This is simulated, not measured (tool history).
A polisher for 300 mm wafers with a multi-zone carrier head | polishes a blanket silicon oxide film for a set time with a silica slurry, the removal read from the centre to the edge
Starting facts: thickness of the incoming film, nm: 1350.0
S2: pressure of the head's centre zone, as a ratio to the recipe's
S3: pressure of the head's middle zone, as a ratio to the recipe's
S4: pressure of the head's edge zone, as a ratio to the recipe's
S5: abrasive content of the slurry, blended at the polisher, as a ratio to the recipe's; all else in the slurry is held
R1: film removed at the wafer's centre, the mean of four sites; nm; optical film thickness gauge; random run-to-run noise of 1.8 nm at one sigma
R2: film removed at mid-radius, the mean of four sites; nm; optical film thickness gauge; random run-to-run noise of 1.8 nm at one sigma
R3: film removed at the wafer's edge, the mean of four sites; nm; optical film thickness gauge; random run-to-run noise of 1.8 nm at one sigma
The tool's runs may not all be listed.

{"run": 1, "hour": 0.0, "flow of slurry (ml/min)": 210, "S2": 1, "S3": 1, "S4": 1, "S5": 1, "polishing time (s)": 43, "R1": 184.99, "R2": 188.22, "R3": 183.39}
{"run": 2, "hour": 4.6, "flow of slurry (ml/min)": 210, "S2": 0.99, "S3": 0.98, "S4": 0.99, "S5": 0.9, "polishing time (s)": 43, "R1": 185.3, "R2": 173.68, "R3": 177.58}
{"run": 3, "hour": 10.7, "flow of slurry (ml/min)": 205, "S2": 0.96, "S3": 0.99, "S4": 0.99, "S5": 0.85, "polishing time (s)": 42, "R1": 164.59, "R2": 167.05, "R3": 168.16}
{"run": 4, "hour": 19.3, "flow of slurry (ml/min)": 205, "S2": 0.95, "S3": 0.99, "S4": 0.97, "S5": 0.8, "polishing time (s)": 42, "R1": 161.3, "R2": 161.56, "R3": 164.31}
{"run": 5, "hour": 22.7, "flow of slurry (ml/min)": 205, "S2": 0.95, "S3": 0.99, "S4": 0.97, "S5": 0.6, "polishing time (s)": 42, "R1": 153, "R2": 155.52, "R3": 147.74}
{"run": 6, "hour": 31.6, "flow of slurry (ml/min)": 200, "S2": 0.94, "S3": 0.98, "S4": 0.96, "S5": 0.6, "polishing time (s)": 42, "R1": 147.53, "R2": 149.95, "R3": 149.87}

Run 7 has not been measured yet. What should we expect?
{"run": 7, "hour": 32.3, "flow of slurry (ml/min)": 200, "S2": 0.94, "S3": 0.98, "S4": 0.96, "S5": 0.6, "polishing time (s)": 41, "R1": "?", "R2": "?", "R3": "?"}

{"run 7": {"R1": 144.78, "R2": 147.56, "R3": 144.41}}
